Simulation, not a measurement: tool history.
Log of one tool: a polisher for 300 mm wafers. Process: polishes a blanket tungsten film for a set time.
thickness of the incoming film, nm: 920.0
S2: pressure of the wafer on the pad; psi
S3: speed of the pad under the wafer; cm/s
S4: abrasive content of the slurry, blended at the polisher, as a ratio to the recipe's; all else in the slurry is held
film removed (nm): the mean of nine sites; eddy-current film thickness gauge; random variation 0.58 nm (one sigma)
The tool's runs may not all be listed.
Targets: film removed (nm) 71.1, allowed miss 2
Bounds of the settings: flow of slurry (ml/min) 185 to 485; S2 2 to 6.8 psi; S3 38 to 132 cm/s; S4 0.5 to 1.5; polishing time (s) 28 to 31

run 1 hour=0 | flow_of_slurry_(ml/min)=310 S2=4.4 S3=84 S4=1 polishing_time_(s)=31 | film_removed_(nm)=133.53
run 2 hour=3.4 | flow_of_slurry_(ml/min)=310 S2=3.8 S3=82 S4=1 polishing_time_(s)=31 | film_removed_(nm)=116.57
run 3 hour=10.5 | flow_of_slurry_(ml/min)=310 S2=3.8 S3=82 S4=1.2 polishing_time_(s)=31 | film_removed_(nm)=120.27
run 4 hour=15.3 | flow_of_slurry_(ml/min)=310 S2=3.8 S3=72 S4=1.2 polishing_time_(s)=31 | film_removed_(nm)=106.83
run 5 hour=16.2 | flow_of_slurry_(ml/min)=310 S2=3.8 S3=72 S4=1.2 polishing_time_(s)=31 | film_removed_(nm)=108.37
run 6 hour=24.8 | flow_of_slurry_(ml/min)=310 S2=3.4 S3=72 S4=1.2 polishing_time_(s)=31 | film_removed_(nm)=98.511
run 7 hour=33.4 | flow_of_slurry_(ml/min)=310 S2=3.1 S3=72 S4=1.2 polishing_time_(s)=31 | film_removed_(nm)=90.604
run 8 hour=35.2 | flow_of_slurry_(ml/min)=310 S2=2.9 S3=72 S4=1.2 polishing_time_(s)=31 | film_removed_(nm)=85.441
run 9 hour=36.6 | flow_of_slurry_(ml/min)=310 S2=2.7 S3=72 S4=1.2 polishing_time_(s)=31 | film_removed_(nm)=80.13
run 10 hour=41 | flow_of_slurry_(ml/min)=310 S2=2.6 S3=72 S4=1.2 polishing_time_(s)=31 | film_removed_(nm)=78.168
run 11 hour=49.8 | flow_of_slurry_(ml/min)=310 S2=2.5 S3=72 S4=1.2 polishing_time_(s)=31 | film_removed_(nm)=75.849
run 12 hour=50.4 | flow_of_slurry_(ml/min)=310 S2=2.4 S3=72 S4=1.2 polishing_time_(s)=31 | film_removed_(nm)=73.577

4 next moves are on the table. One of them brings every result within its allowed miss. Which?
run A hour=51 | flow_of_slurry_(ml/min)=335 S2=2.9 S3=62 S4=1.35 polishing_time_(s)=28 | film_removed_(nm)=?
run B hour=51 | flow_of_slurry_(ml/min)=310 S2=2.5 S3=76 S4=1.2 polishing_time_(s)=31 | film_removed_(nm)=?
run C hour=51 | flow_of_slurry_(ml/min)=275 S2=3.2 S3=56 S4=1.25 polishing_time_(s)=31 | film_removed_(nm)=?
run D hour=51 | flow_of_slurry_(ml/min)=305 S2=2.7 S3=82 S4=1.05 polishing_time_(s)=28 | film_removed_(nm)=?

move=A film_removed_(nm)=70.912
move=B film_removed_(nm)=79.74
move=C film_removed_(nm)=75.974
move=D film_removed_(nm)=79.289
A: meets every target
B: further off than the last run
C: further off than the last run
D: further off than the last run
Answer: A

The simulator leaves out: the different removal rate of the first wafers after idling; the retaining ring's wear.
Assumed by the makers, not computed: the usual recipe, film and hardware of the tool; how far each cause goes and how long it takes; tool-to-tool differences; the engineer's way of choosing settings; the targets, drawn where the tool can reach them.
